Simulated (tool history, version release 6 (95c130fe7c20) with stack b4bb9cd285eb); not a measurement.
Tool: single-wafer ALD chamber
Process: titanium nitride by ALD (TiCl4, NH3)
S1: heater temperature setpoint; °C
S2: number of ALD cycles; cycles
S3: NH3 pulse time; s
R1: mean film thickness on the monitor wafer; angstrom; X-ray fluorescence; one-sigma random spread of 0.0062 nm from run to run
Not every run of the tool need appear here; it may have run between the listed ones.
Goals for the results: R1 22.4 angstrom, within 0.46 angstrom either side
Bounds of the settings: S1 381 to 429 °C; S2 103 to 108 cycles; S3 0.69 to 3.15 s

run  hour   S1   S2    S3      R1
  1     0  405  108  1.92  24.357
  2   3.4  395  108  1.92  24.073
  3  10.6  393  107  1.78   23.74
  4  19.6  393  108  1.78   23.97
  5  24.1  393  108  1.78  23.956
  6  28.5  391  107  1.66  23.492
  7  34.5  391  106  1.61   23.25
  8  37.7  391  105  1.57  22.963
  9  43.2  391  105  1.55  22.926
 10  49.8  391  105  1.53  22.981
 11  52.8  391  105   1.5   22.94
 12  61.2  391  105  1.48  22.921

4 candidate next runs follow, results not yet known. Just one meets every target within its allowed miss. Identify it.
  A  69.6  391  108  1.54   ?
  B  69.6  389  108  1.39   ?
  C  69.6  395  105  1.94   ?
  D  69.6  393  103  1.41   ?

move      R1
   A  23.606
   B  23.291
   C  23.464
   D   22.36
A: lands further from the targets than the last run did
B: lands further from the targets than the last run did
C: lands further from the targets than the last run did
D: all results land within tolerance of their targets
Go with D: it meets all targets.

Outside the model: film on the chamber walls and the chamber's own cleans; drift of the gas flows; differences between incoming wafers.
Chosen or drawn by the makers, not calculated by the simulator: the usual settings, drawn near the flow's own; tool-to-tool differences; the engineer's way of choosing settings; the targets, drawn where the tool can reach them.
